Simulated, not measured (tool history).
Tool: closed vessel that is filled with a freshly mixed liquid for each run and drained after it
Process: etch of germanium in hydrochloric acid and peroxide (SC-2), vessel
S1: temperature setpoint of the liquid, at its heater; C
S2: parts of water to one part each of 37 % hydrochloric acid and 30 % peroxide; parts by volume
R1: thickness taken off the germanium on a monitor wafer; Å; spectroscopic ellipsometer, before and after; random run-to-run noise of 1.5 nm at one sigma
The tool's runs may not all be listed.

{"run": 1, "hour": 0.0, "S1": 55, "S2": 6, "time in the liquid (s)": 85, "R1": 1905.1}
{"run": 2, "hour": 2.0, "S1": 51.5, "S2": 6, "time in the liquid (s)": 85, "R1": 1723.2}
{"run": 3, "hour": 6.2, "S1": 51.5, "S2": 6, "time in the liquid (s)": 85, "R1": 1694.6}
{"run": 4, "hour": 9.8, "S1": 51.5, "S2": 6, "time in the liquid (s)": 95, "R1": 1924.9}
{"run": 5, "hour": 16.2, "S1": 51.5, "S2": 6, "time in the liquid (s)": 85, "R1": 1717.5}
{"hour": 23.9, "done": "thermometer replaced"}
{"run": 6, "hour": 23.9, "S1": 53, "S2": 6, "time in the liquid (s)": 85, "R1": 1740.6}
{"run": 7, "hour": 30.8, "S1": 54.5, "S2": 6, "time in the liquid (s)": 85, "R1": 1812.3}

Run 8 comes next. What will it give?
{"run": 8, "hour": 33.0, "S1": 56, "S2": 6, "time in the liquid (s)": 85, "R1": "?"}

Run 8 came out at R1 1888.4 Å.
